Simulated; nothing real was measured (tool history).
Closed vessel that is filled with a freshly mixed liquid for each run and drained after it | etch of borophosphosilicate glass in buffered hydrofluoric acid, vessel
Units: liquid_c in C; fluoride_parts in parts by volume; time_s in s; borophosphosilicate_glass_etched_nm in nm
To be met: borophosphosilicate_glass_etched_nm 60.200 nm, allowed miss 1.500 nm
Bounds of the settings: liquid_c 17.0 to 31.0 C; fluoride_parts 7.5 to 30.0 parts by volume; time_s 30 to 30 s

run    day  liquid_c  fluoride_parts  time_s  borophosphosilicate_glass_etched_nm
  1  0.000      23.0            22.0      30                               25.526
  2  0.154      24.5            19.5      30                               30.475
  3  0.258      25.5            18.0      30                               35.019
  4  0.638      25.5            18.0      30                               34.779
  5  0.688      26.5            17.0      30                               38.632
  6  0.933      26.5            12.5      30                               52.458
  7  1.133      27.0            12.5      30                               53.606
  8  1.454      27.5            12.5      30                               55.191
  9  1.842      28.0            12.5      30                               56.611
 10  2.212      28.5            12.5      30                               58.418

5 next moves are on the table. One of them brings every result within its allowed miss. Which?
  A  2.583      28.5            13.0      30                                    ?
  B  2.583      29.0            13.5      30                                    ?
  C  2.583      26.5            11.5      30                                    ?
  D  2.583      30.0            14.0      30                                    ?
  E  2.583      28.5            12.0      30                                    ?

move  borophosphosilicate_glass_etched_nm
   A                               56.390
   B                               55.781
   C                               57.228
   D                               56.709
   E                               61.002
A: further off than the last run
B: further off than the last run
C: further off than the last run
D: further off than the last run
E: meets every target
Answer: E
